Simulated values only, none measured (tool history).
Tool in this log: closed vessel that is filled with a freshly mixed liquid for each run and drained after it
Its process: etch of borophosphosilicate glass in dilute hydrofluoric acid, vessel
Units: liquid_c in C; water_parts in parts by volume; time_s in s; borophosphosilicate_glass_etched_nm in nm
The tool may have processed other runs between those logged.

run	day	liquid_c	water_parts	time_s	borophosphosilicate_glass_etched_nm
1	0	25	265	90	11.357
2	0.188	25	230	90	13.517
3	0.425	27	200	90	17.114
4	0.467	28.5	185	90	20.19
5	0.575	30	180	90	22.249
6	0.875	30	180	90	21.596
7	1.254	31	175	90	23.051
8	1.642	31.5	170	90	25.015

Estimate the outcome of run 9 from the log above:
9	1.896	32	170	90	?

For run 9 the tool returned borophosphosilicate_glass_etched_nm 25.233 nm.
